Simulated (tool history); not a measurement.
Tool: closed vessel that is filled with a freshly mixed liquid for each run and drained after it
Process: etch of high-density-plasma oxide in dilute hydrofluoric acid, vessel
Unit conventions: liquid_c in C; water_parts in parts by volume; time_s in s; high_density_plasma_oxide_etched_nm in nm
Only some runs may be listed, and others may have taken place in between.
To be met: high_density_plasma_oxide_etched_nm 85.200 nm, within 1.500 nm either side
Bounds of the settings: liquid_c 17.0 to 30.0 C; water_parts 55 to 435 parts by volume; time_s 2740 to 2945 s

run,hour,liquid_c,water_parts,time_s,high_density_plasma_oxide_etched_nm
1,0.0,22.0,245,2740,41.534
2,8.1,24.0,220,2740,51.255
3,16.8,27.0,220,2740,56.728
4,24.5,28.0,205,2740,64.282
5,29.6,28.0,165,2740,82.883
6,35.0,28.0,210,2740,62.289
7,36.6,28.5,200,2740,67.691
8,41.3,29.0,190,2740,72.850
9,48.2,29.5,185,2740,76.517
10,50.7,29.5,180,2740,79.229
11,57.3,29.5,175,2740,81.799

Of the 4 settings listed for the next run, only one would bring every result within its allowed miss of target. Which one?
A,63.9,24.0,155,2775,?
B,63.9,30.0,200,2945,?
C,63.9,26.5,160,2845,?
D,63.9,27.5,170,2750,?

move,high_density_plasma_oxide_etched_nm
A,78.457
B,76.091
C,85.094
D,79.347
A: the biggest miss grows against the last run
B: the biggest miss grows against the last run
C: in spec on every target
D: the biggest miss grows against the last run
C meets every target.

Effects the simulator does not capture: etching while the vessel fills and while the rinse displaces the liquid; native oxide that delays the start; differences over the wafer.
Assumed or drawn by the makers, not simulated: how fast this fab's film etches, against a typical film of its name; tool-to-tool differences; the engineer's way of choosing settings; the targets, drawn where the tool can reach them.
